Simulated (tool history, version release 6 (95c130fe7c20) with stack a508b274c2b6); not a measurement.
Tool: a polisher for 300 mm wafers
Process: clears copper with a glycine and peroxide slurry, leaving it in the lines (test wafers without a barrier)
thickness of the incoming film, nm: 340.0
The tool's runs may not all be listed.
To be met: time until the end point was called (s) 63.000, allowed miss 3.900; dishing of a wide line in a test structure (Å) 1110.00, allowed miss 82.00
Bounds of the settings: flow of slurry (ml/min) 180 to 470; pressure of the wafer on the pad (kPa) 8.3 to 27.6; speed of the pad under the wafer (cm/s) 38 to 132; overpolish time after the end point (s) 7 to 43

run  hour  flow of slurry (ml/min)  pressure of the wafer on the pad (kPa)  speed of the pad under the wafer (cm/s)  overpolish time after the end point (s)  time until the end point was called (s)  dishing of a wide line in a test structure (Å)
  1   0.0                      300                                    17.9                                       84                                       22                                   74.750                                          705.20
  2   5.9                      370                                    17.9                                       84                                       22                                   74.625                                          717.21
  3   7.1                      405                                    17.9                                       84                                       22                                   72.860                                          699.45
  4   7.7                      405                                    20.7                                       84                                       22                                   64.823                                          834.16
  5  15.5                      405                                    20.7                                       84                                       14                                   64.757                                          550.05
  6  21.4                      405                                    20.7                                       82                                       16                                   65.834                                          611.45
  7  26.5                      405                                    21.4                                       80                                       17                                   64.840                                          661.89
  8  28.8                      400                                    24.1                                       72                                       27                                   64.711                                          953.92
  9  35.8                      400                                    24.1                                       72                                       29                                   64.174                                          964.61
 10  44.1                      400                                    24.1                                       72                                       31                                   66.753                                         1020.60

Which of these 5 next moves meets every target?
  A  52.4                      405                                    22.1                                       80                                       37                                        ?                                               ?
  B  52.4                      405                                    26.2                                       80                                       28                                        ?                                               ?
  C  52.4                      395                                    26.2                                       74                                       22                                        ?                                               ?
  D  52.4                      370                                    23.4                                       74                                       27                                        ?                                               ?
  E  52.4                      360                                    26.9                                       58                                       35                                        ?                                               ?

move  time until the end point was called (s)  dishing of a wide line in a test structure (Å)
   A                                   64.749                                         1107.60
   B                                   56.193                                         1036.70
   C                                   60.053                                          843.94
   D                                   66.057                                          904.54
   E                                   72.071                                         1038.20
A: meets every target
B: brings the result that was furthest off to its target, and leaves another outside
C: further off than the last run
D: further off than the last run
E: brings the result that was furthest off to its target, and leaves another outside
Answer: A
